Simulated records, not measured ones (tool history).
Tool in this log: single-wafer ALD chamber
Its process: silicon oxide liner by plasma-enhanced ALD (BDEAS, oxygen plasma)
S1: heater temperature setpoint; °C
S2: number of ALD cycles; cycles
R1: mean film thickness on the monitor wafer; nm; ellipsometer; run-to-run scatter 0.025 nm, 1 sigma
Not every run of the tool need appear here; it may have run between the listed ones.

Run 1, hour 0: S1 315 °C, S2 45 cycles. Result: R1 4.0659 nm.
Run 2, hour 3: S1 321 °C, S2 45 cycles. Result: R1 4.0167 nm.
Run 3, hour 5.9: S1 330 °C, S2 45 cycles. Result: R1 3.9795 nm.
Run 4, hour 13.8: S1 330 °C, S2 39 cycles. Result: R1 3.4346 nm.
Run 5, hour 17.7: S1 330 °C, S2 41 cycles. Result: R1 3.5919 nm.
Run 6, hour 22.2: S1 337 °C, S2 41 cycles. Result: R1 3.5444 nm.
Run 7, hour 25.5: S1 337 °C, S2 41 cycles. Result: R1 3.5902 nm.
Run 8, hour 28.9: S1 337 °C, S2 41 cycles. Result: R1 3.5733 nm.
Run 9, hour 36.1: S1 337 °C, S2 43 cycles. Result: R1 3.7453 nm.
Run 10, hour 43.3: S1 337 °C, S2 44 cycles. Result: R1 3.8253 nm.

Forecast run 11:
Run 11, hour 52.1: S1 336 °C, S2 45 cycles. Result: R1 ?.

{"run 11": {"R1": 3.9293}}
